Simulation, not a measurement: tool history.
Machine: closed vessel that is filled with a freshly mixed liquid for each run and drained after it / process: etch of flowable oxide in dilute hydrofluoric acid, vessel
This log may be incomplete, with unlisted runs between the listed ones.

run    day  temperature setpoint of the liquid (C)  parts of water to one part of 49 % hydrofluoric acid (parts by volume)  time in the liquid (s)  thickness taken off the flowable oxide on a monitor wafer (Å)
  1  0.000                                    22.0                                                                     135                      35                                                         65.829
  2  0.388                                    22.0                                                                     135                      30                                                         56.072
  3  0.658                                    22.0                                                                     170                      30                                                         43.420
  4  0.883                                    24.0                                                                     150                      30                                                         53.710
  5  1.167                                    24.0                                                                     150                      30                                                         54.310
  6  1.300                                    25.5                                                                     130                      30                                                         67.797
  7  1.575                                    25.5                                                                     130                      30                                                         68.311

For run 8, what comes out?
  8  1.650                                    26.5                                                                     120                      30                                                              ?

Logged for run 8: thickness taken off the flowable oxide on a monitor wafer (Å) 76.980.
